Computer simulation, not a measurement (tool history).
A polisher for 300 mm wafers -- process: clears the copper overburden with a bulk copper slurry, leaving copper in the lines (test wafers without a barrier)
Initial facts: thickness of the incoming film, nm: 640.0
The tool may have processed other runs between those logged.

run,hour,flow of slurry (ml/min),pressure of the wafer on the pad (kPa),speed of the pad under the wafer (cm/s),abrasive content of the slurry,overpolish time after the end point (s),time until the end point was called (s),dishing of a wide line in a test structure (angstrom)
1,0,165,21.4,140,1,16,46.947,745.64
2,1.7,165,16.5,140,1,16,59.956,644.53
3,10.2,165,15.2,146,1,13,62.732,575.9
4,12.6,165,14.5,148,1,11,65.615,505.45
5,17.2,180,14.5,148,1,11,64.352,510.54
6,20.2,185,13.8,150,1,10,67.406,463.8
7,20.8,190,13.8,150,1,10,66.536,472.25

Predict the results of run 8:
8,23.2,195,13.8,150,1,10,?,?

time until the end point was called (s): 65.104
dishing of a wide line in a test structure (angstrom): 471.42
